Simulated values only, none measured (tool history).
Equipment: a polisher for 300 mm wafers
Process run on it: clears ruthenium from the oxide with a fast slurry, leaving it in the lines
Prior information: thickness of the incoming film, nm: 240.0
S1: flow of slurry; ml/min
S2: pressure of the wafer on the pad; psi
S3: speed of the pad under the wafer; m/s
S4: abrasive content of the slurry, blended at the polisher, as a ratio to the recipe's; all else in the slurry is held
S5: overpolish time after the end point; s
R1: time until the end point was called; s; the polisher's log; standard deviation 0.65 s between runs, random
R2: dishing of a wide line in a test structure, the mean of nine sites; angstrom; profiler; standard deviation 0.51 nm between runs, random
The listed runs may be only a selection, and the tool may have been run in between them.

run	hour	S1	S2	S3	S4	S5	R1	R2
1	0	195	2.6	1.16	1	14	45.367	605.44
2	7.2	195	3.2	1.16	1	14	38.598	683.36
3	12.1	195	3.2	1.16	1.15	14	35.612	707.41
4	17.7	235	3.2	1.16	1.15	14	35.853	720.35
5	20.6	185	3.2	1.16	1.15	14	36.346	719.84
6	29.1	185	2.9	1.16	1.15	14	40.474	651.35
7	30.2	190	2.2	1.48	1.2	8	40.561	406.3
8	33	170	2	1.56	1.25	7	43.577	349.96
9	34.9	160	1.9	1.62	1.3	6	43.848	301.6

Predict the results of run 10:
10	41.9	150	1.9	1.66	1.35	6	?	?

R1: 41.153 s
R2: 312.52 angstrom
